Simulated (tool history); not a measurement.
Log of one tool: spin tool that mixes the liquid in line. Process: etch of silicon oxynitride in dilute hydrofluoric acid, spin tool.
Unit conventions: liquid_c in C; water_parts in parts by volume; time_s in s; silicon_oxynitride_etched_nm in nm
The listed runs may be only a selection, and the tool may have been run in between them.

| run | day | liquid_c | water_parts | time_s | silicon_oxynitride_etched_nm |
|---|---|---|---|---|---|
| 1 | 0 | 22 | 80 | 280 | 13.292 |
| 2 | 0.121 | 22 | 80 | 280 | 13.522 |
| 3 | 0.225 | 22 | 80 | 280 | 13.49 |
| 4 | 0.279 | 22 | 80 | 280 | 13.3 |
| 5 | 0.546 | 21 | 80 | 280 | 12.593 |
| 6 | 0.862 | 24 | 80 | 280 | 14.751 |
|  | 0.975 | hydrofluoric acid flow meter replaced |
| 7 | 0.975 | 22.5 | 85 | 280 | 14.136 |

Forecast run 8:
| 8 | 1.233 | 21 | 100 | 280 | ? |

{"run 8": {"silicon_oxynitride_etched_nm": 10.966}}

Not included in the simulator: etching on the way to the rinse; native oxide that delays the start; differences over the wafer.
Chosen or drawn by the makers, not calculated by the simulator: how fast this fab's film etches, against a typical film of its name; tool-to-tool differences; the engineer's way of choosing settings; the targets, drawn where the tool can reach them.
